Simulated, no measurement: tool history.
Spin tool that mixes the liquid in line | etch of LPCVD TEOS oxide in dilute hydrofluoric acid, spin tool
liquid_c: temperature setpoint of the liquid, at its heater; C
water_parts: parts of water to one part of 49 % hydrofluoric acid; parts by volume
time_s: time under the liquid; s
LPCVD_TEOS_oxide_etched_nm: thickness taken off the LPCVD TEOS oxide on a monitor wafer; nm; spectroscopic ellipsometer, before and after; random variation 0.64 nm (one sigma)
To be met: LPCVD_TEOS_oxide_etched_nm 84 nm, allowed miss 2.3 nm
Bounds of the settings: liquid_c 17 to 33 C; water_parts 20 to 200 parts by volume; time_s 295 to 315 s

| run | hour | liquid_c | water_parts | time_s | LPCVD_TEOS_oxide_etched_nm |
|---|---|---|---|---|---|
| 1 | 0 | 25 | 110 | 295 | 48.484 |
| 2 | 7.2 | 23.5 | 110 | 295 | 45.606 |
| 3 | 15.8 | 25 | 105 | 295 | 51.365 |
| 4 | 19.2 | 26 | 100 | 295 | 56.168 |
| 5 | 28 | 27 | 100 | 295 | 58.969 |
| 6 | 30.7 | 27 | 100 | 295 | 59.288 |
| 7 | 32.4 | 28 | 100 | 295 | 60.508 |
| 8 | 39.8 | 28.5 | 100 | 295 | 62.434 |
| 9 | 45.4 | 32.5 | 85 | 295 | 86.753 |

Which of these 5 next moves meets every target?
| A | 51 | 30 | 75 | 295 | ? |
| B | 51 | 28.5 | 75 | 305 | ? |
| C | 51 | 26 | 70 | 315 | ? |
| D | 51 | 30 | 80 | 295 | ? |
| E | 51 | 32 | 85 | 310 | ? |

| move | LPCVD_TEOS_oxide_etched_nm |
|---|---|
| A | 90.988 |
| B | 88.782 |
| C | 89.66 |
| D | 84.678 |
| E | 89.645 |
A: further off than the last run
B: further off than the last run
C: further off than the last run
D: meets every target
E: further off than the last run
Answer: D
